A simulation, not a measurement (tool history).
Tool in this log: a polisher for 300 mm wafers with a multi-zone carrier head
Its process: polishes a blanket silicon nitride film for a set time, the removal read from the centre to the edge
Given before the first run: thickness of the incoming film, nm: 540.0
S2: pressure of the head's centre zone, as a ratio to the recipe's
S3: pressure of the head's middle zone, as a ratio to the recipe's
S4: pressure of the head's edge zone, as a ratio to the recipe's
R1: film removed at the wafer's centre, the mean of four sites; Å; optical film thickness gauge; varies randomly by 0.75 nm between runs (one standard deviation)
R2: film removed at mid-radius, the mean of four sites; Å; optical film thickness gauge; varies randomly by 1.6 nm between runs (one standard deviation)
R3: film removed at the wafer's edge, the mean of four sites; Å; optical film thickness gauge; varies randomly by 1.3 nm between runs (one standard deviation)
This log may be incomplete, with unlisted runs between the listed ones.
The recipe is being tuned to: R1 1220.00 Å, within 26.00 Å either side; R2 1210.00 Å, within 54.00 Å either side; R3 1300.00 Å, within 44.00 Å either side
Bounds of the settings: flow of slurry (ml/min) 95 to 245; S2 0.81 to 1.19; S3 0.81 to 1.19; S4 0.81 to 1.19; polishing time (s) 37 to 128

run 1 day=0.000 | flow_of_slurry_(ml/min)=155 S2=1.00 S3=1.00 S4=1.00 polishing_time_(s)=82 | R1=973.44 R2=970.23 R3=1007.40
run 2 day=0.071 | flow_of_slurry_(ml/min)=155 S2=1.00 S3=1.00 S4=1.00 polishing_time_(s)=65 | R1=773.75 R2=762.97 R3=806.87
run 3 day=0.138 | flow_of_slurry_(ml/min)=160 S2=1.01 S3=1.01 S4=1.03 polishing_time_(s)=70 | R1=848.31 R2=852.00 R3=895.12
run 4 day=0.175 | flow_of_slurry_(ml/min)=160 S2=1.01 S3=1.01 S4=1.03 polishing_time_(s)=54 | R1=649.59 R2=661.17 R3=682.47
run 5 day=0.392 | flow_of_slurry_(ml/min)=165 S2=1.02 S3=1.01 S4=1.06 polishing_time_(s)=61 | R1=747.00 R2=747.33 R3=785.93
run 6 day=0.558 | flow_of_slurry_(ml/min)=170 S2=1.03 S3=1.01 S4=1.08 polishing_time_(s)=66 | R1=827.75 R2=807.13 R3=883.54
run 7 day=0.883 | flow_of_slurry_(ml/min)=180 S2=1.04 S3=1.03 S4=1.10 polishing_time_(s)=69 | R1=889.76 R2=857.70 R3=930.29
run 8 day=0.929 | flow_of_slurry_(ml/min)=180 S2=1.04 S3=1.05 S4=1.11 polishing_time_(s)=73 | R1=940.57 R2=928.37 R3=968.59
run 9 day=0.971 | flow_of_slurry_(ml/min)=185 S2=1.04 S3=1.05 S4=1.12 polishing_time_(s)=76 | R1=975.03 R2=981.87 R3=1034.00
run 10 day=1.312 | flow_of_slurry_(ml/min)=190 S2=1.05 S3=1.05 S4=1.13 polishing_time_(s)=78 | R1=1006.30 R2=989.73 R3=1078.30
-- day=1.388 edge zone pressure recalibrated
run 11 day=1.388 | flow_of_slurry_(ml/min)=195 S2=1.06 S3=1.06 S4=1.14 polishing_time_(s)=80 | R1=1050.50 R2=1047.00 R3=1044.00
run 12 day=1.638 | flow_of_slurry_(ml/min)=195 S2=1.06 S3=1.06 S4=1.15 polishing_time_(s)=82 | R1=1080.90 R2=1067.60 R3=1089.80

5 next moves are on the table. One of them brings every result within its allowed miss. Which?
run A day=1.888 | flow_of_slurry_(ml/min)=200 S2=1.00 S3=1.18 S4=1.19 polishing_time_(s)=97 | R1=? R2=? R3=?
run B day=1.888 | flow_of_slurry_(ml/min)=190 S2=0.99 S3=1.00 S4=1.19 polishing_time_(s)=105 | R1=? R2=? R3=?
run C day=1.888 | flow_of_slurry_(ml/min)=245 S2=0.98 S3=0.97 S4=1.18 polishing_time_(s)=97 | R1=? R2=? R3=?
run D day=1.888 | flow_of_slurry_(ml/min)=175 S2=0.86 S3=0.85 S4=1.19 polishing_time_(s)=106 | R1=? R2=? R3=?
run E day=1.888 | flow_of_slurry_(ml/min)=240 S2=0.97 S3=0.99 S4=1.05 polishing_time_(s)=103 | R1=? R2=? R3=?

move=A R1=1200.50 R2=1385.80 R3=1282.50
move=B R1=1273.80 R2=1338.30 R3=1382.60
move=C R1=1211.60 R2=1257.10 R3=1306.00
move=D R1=1097.70 R2=1209.00 R3=1383.80
move=E R1=1269.90 R2=1348.70 R3=1304.10
A: the worst result of the last run now meets its target, but another is out of spec
B: takes the biggest miss from the last run beyond its target
C: all results land within tolerance of their targets
D: gains on the last run, yet a result remains outside its allowed miss
E: takes the biggest miss from the last run beyond its target
Correct choice: C, which meets every target
